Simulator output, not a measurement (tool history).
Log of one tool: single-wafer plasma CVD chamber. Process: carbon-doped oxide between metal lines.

run	hour	heater temperature setpoint (deg C)	chamber pressure (Torr)	RF power (kW)	deposition time (s)	mean film thickness on the monitor wafer (angstrom)
1	0	365	3.76	0.49	8.1	412.46
2	8.5	364	3.82	0.5	8.1	423.07
3	12.8	363	3.89	0.505	8.1	427.62
4	20.3	362	3.96	0.51	8.1	431.02
5	26.9	367	3.96	0.51	8.1	427.21
6	34	367	4.02	0.515	8.1	430.96
7	41.1	367	4.08	0.52	8.1	435.8

The next listed run, before its measurement:
8	45.4	367	4.14	0.525	8.1	?

{"run 8": {"mean film thickness on the monitor wafer (angstrom)": 442.16}}
